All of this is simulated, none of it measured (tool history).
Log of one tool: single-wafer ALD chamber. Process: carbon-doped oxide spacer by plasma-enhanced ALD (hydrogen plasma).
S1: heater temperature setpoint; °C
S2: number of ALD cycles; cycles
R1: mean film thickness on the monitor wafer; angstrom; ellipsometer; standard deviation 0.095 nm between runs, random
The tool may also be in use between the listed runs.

| run | hour | S1 | S2 | R1 |
|---|---|---|---|---|
| 1 | 0.0 | 385 | 593 | 277.50 |
| 2 | 2.2 | 385 | 663 | 312.20 |
| 3 | 11.9 | 376 | 663 | 312.46 |
| 4 | 21.3 | 376 | 629 | 293.92 |
| 5 | 28.5 | 386 | 629 | 294.89 |
| 6 | 36.2 | 386 | 602 | 281.67 |
| 7 | 41.7 | 386 | 580 | 271.62 |
| 8 | 44.7 | 386 | 562 | 262.92 |
| 9 | 54.4 | 386 | 548 | 255.63 |
| 10 | 60.8 | 386 | 538 | 252.67 |

Run 11 is up next; what results do you expect?
| 11 | 70.3 | 386 | 528 | ? |

R1: 248.50 angstrom
